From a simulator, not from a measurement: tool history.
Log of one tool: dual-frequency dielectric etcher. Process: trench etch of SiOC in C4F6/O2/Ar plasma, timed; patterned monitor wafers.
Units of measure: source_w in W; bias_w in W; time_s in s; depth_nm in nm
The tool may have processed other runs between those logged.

run  hour  source_w  bias_w  time_s  depth_nm
  1     0       470     200    31.5    73.828
  2   7.6       470     200      33    76.417
  3   9.2       400     200      33     72.38
  4  10.3       410     201      33    73.361
  5  14.9       380     201      33    71.165
  6  18.8       300     201      33    66.761
  7  26.1       320     204      33    68.759
  8  26.7       340     206      33    69.878
     28.9  -- wet clean of the chamber
  9  28.9       440     232      33    77.538
 10  35.6       450     233      33    76.639
 11  43.8       460     234      33    79.005
 12  46.1       460     235      33    79.118

Run 13 has not been measured yet. What should we expect?
 13  50.1       460     236      33         ?

Run 13 produced depth_nm 78.711 nm.
